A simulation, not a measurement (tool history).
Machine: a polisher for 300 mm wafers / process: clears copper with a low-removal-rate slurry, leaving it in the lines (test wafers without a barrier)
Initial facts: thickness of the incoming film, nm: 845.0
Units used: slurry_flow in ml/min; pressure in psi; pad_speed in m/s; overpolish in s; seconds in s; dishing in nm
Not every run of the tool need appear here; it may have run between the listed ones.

run  hour  slurry_flow  pressure  pad_speed  slurry_solids  overpolish  seconds  dishing
  1   0.0          180       3.8       1.36           1.00          26   165.26   79.217
  2   2.0          185       4.1       1.36           1.00          26   151.37   84.727
  3   6.5          185       3.7       1.36           1.00          26   166.02   80.927
  4  12.2          185       3.7       1.36           1.15          26   157.66   82.983
  5  18.9          190       4.0       1.36           1.15          26   144.75   88.825
  6  26.8          190       4.5       1.36           1.15          26   128.57   93.566
  7  30.6          195       4.6       1.36           1.15          26   125.10   98.754
  8  38.4          200       4.7       1.36           1.15          26   121.68   97.539
  9  39.7          200       4.8       1.36           1.15          26   123.30  100.630

Run 10 is up next; what results do you expect?
     41.7  -- worn pad replaced by a new one
 10  41.7          200       4.9       1.36           1.15          26        ?        ?

seconds: 110.40 s
dishing: 109.040 nm

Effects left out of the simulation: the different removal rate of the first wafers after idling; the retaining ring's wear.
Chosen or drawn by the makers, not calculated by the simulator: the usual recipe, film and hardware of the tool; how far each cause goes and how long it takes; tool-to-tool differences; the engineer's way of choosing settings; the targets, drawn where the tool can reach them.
